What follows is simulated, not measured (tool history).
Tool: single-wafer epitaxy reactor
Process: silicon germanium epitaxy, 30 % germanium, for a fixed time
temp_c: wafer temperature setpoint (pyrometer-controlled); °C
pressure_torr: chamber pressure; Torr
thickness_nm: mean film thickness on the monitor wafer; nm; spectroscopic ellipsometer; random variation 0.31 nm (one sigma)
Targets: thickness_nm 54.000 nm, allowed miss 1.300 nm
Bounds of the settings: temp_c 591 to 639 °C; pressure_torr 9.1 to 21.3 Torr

run	hour	temp_c	pressure_torr	thickness_nm
1	0.0	615	15.2	68.113
2	2.4	615	17.3	71.591
3	10.7	626	17.3	87.123
4	18.6	626	14.9	81.362
5	22.4	619	14.7	72.422
6	31.3	614	14.6	65.194
7	36.8	611	14.5	62.338
8	40.7	608	14.4	58.540
9	49.5	608	14.4	58.554
10	52.4	607	14.4	57.468
11	55.0	606	14.4	56.605

5 next moves are on the table. One of them brings every result within its allowed miss. Which?
A	57.6	605	13.5	?
B	57.6	604	16.7	?
C	57.6	604	15.6	?
D	57.6	606	16.1	?
E	57.6	602	13.9	?

move	thickness_nm
A	53.801
B	57.122
C	55.696
D	58.487
E	51.418
A: meets every target
B: further off than the last run
C: nearer than the last run, and not there yet
D: further off than the last run
E: takes the result that was furthest off past its target
Move A is the one to make.
